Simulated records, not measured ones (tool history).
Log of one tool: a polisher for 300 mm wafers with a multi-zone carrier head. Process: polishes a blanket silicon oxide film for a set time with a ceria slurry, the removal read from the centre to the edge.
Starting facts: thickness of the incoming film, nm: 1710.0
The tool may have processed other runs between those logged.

run,hour,flow of slurry (ml/min),pressure of the head's centre zone,pressure of the head's middle zone,pressure of the head's edge zone,polishing time (s),film removed at the wafer's centre (nm),film removed at mid-radius (nm),film removed at the wafer's edge (nm)
1,0,275,1,1,1,66,480.33,442.06,456.33
2,8.1,290,0.99,1.02,1.04,67,486.52,464.09,477.37
3,9.9,290,0.99,0.97,1.04,67,487.27,442.05,471.22
4,14,225,0.99,0.97,1.04,67,470.62,428.61,464.9
5,16,225,0.99,0.91,1.04,67,475.21,403.45,468.97
6,17.1,245,0.98,0.95,1.07,68,476.08,437.89,481.92
7,20.2,260,0.98,0.96,1.1,68,480.03,440.84,494.73
# hour 21.8: centre zone pressure recalibrated
8,21.8,275,0.98,0.98,1.11,68,454.28,439.52,491.35

What will run 9 give?
9,23.6,280,0.98,1,1.11,69,?,?,?

film removed at the wafer's centre (nm): 456.75
film removed at mid-radius (nm): 471.24
film removed at the wafer's edge (nm): 505.66
